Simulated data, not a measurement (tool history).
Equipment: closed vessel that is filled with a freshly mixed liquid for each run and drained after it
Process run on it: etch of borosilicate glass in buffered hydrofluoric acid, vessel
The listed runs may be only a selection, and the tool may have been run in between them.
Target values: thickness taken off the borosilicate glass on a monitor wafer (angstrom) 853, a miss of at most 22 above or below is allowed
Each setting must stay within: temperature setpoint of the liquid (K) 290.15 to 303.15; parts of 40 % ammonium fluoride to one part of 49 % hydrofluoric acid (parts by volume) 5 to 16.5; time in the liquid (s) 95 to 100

run,hour,temperature setpoint of the liquid (K),parts of 40 % ammonium fluoride to one part of 49 % hydrofluoric acid (parts by volume),time in the liquid (s),thickness taken off the borosilicate glass on a monitor wafer (angstrom)
1,0,295.15,10,95,1114.6
2,2.9,295.15,7.5,95,1446.3
3,8.8,293.15,7.5,95,1309.2
4,16.7,295.65,7.5,95,1487.2
5,22.4,295.65,5,95,2168.5
6,25.1,294.15,6.5,95,1605.9
7,32.2,293.15,7.5,95,1299.3
8,38.8,292.15,8,95,1140.3
9,45.9,291.65,8.5,95,1037.9
10,52.4,291.15,8.5,95,1024
11,58.8,290.65,9,95,942.6

Consider the 4 candidate settings below. Which is the only one whose results all fall within their allowed miss of target?
A,65.2,292.65,9,95,?
B,65.2,290.15,11,100,?
C,65.2,291.15,10.5,95,?
D,65.2,290.15,8.5,100,?

move,thickness taken off the borosilicate glass on a monitor wafer (angstrom)
A,1050.1
B,803.29
C,844.78
D,1000.7
A: lands further from the targets than the last run did
B: the result that was furthest off in the last run now lies on the other side of its target
C: in spec on every target
D: lands further from the targets than the last run did
Go with C: it meets all targets.
